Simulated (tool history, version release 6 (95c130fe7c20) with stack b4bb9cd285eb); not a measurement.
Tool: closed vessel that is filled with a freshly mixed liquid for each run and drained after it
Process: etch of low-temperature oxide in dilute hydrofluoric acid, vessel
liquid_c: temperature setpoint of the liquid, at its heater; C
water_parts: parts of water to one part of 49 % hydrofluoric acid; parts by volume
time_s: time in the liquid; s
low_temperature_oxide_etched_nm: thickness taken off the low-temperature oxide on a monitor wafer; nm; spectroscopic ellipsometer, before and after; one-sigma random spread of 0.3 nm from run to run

run  hour  liquid_c  water_parts  time_s  low_temperature_oxide_etched_nm
  1   0.0      21.0           75     100                           28.397
  2   2.4      23.0           70     100                           32.952
  3   4.6      23.0           70     100                           33.254
  4  11.9      23.0           45     100                           53.318
  5  18.6      24.0           45     100                           55.303
  6  25.5      23.0           45     100                           52.952
  7  32.0      22.5           45     100                           52.366

What will run 8 give?
  8  36.6      22.0           45     100                                ?

{"run 8": {"low_temperature_oxide_etched_nm": 51.417}}

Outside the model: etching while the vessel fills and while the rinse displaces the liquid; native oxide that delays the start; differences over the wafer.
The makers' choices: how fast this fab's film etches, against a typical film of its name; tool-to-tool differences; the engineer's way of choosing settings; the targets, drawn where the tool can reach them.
